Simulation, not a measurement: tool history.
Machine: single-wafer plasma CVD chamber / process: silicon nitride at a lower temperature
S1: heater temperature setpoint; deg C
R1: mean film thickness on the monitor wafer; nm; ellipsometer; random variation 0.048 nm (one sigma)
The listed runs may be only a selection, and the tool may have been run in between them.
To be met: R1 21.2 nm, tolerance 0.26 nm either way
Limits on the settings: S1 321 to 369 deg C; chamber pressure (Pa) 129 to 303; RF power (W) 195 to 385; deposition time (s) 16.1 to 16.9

run 1 hour=0 | S1=345 chamber_pressure_(Pa)=216 RF_power_(W)=290 deposition_time_(s)=16.9 | R1=20.16
run 2 hour=8.8 | S1=345 chamber_pressure_(Pa)=227 RF_power_(W)=290 deposition_time_(s)=16.9 | R1=20.378
run 3 hour=13.2 | S1=345 chamber_pressure_(Pa)=227 RF_power_(W)=290 deposition_time_(s)=16.9 | R1=20.437
run 4 hour=21.7 | S1=345 chamber_pressure_(Pa)=235 RF_power_(W)=290 deposition_time_(s)=16.9 | R1=20.556
run 5 hour=23.8 | S1=345 chamber_pressure_(Pa)=235 RF_power_(W)=290 deposition_time_(s)=16.9 | R1=20.576
run 6 hour=31.7 | S1=345 chamber_pressure_(Pa)=235 RF_power_(W)=290 deposition_time_(s)=16.9 | R1=20.575
run 7 hour=34.5 | S1=345 chamber_pressure_(Pa)=241 RF_power_(W)=290 deposition_time_(s)=16.9 | R1=20.756
run 8 hour=38.6 | S1=345 chamber_pressure_(Pa)=245 RF_power_(W)=290 deposition_time_(s)=16.9 | R1=20.929
run 9 hour=44.6 | S1=345 chamber_pressure_(Pa)=248 RF_power_(W)=290 deposition_time_(s)=16.9 | R1=20.905

5 next moves are on the table. One of them brings every result within its allowed miss. Which?
run A hour=50.6 | S1=342 chamber_pressure_(Pa)=269 RF_power_(W)=295 deposition_time_(s)=16.1 | R1=?
run B hour=50.6 | S1=344 chamber_pressure_(Pa)=257 RF_power_(W)=295 deposition_time_(s)=16.3 | R1=?
run C hour=50.6 | S1=345 chamber_pressure_(Pa)=228 RF_power_(W)=295 deposition_time_(s)=16.8 | R1=?
run D hour=50.6 | S1=345 chamber_pressure_(Pa)=280 RF_power_(W)=300 deposition_time_(s)=16.2 | R1=?
run E hour=50.6 | S1=349 chamber_pressure_(Pa)=235 RF_power_(W)=295 deposition_time_(s)=16.7 | R1=?

move=A R1=20.635
move=B R1=20.631
move=C R1=20.575
move=D R1=21.208
move=E R1=20.576
A: further off than the last run
B: further off than the last run
C: further off than the last run
D: in spec on every target
E: further off than the last run
Correct choice: D, which meets every target

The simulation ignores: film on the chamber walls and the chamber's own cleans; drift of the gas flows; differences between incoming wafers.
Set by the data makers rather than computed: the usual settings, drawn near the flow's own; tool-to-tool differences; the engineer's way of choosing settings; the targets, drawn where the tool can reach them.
